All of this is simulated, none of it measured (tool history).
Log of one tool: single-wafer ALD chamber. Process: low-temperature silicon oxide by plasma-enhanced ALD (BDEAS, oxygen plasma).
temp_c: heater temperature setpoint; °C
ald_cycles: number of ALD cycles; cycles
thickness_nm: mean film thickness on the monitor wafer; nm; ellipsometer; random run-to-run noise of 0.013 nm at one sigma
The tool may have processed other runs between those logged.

| run | hour | temp_c | ald_cycles | thickness_nm |
|---|---|---|---|---|
| 1 | 0.0 | 110 | 33 | 4.4798 |
| 2 | 8.0 | 109 | 35 | 4.7436 |
| 3 | 9.9 | 104 | 35 | 4.8149 |
| 4 | 11.0 | 103 | 36 | 4.9651 |
| 5 | 15.3 | 103 | 34 | 4.6816 |
| 6 | 20.3 | 110 | 34 | 4.6165 |
| 7 | 28.4 | 109 | 36 | 4.9183 |

What does the tool deliver on the next run?
| 8 | 30.5 | 109 | 37 | ? |

{"run 8": {"thickness_nm": 5.0261}}

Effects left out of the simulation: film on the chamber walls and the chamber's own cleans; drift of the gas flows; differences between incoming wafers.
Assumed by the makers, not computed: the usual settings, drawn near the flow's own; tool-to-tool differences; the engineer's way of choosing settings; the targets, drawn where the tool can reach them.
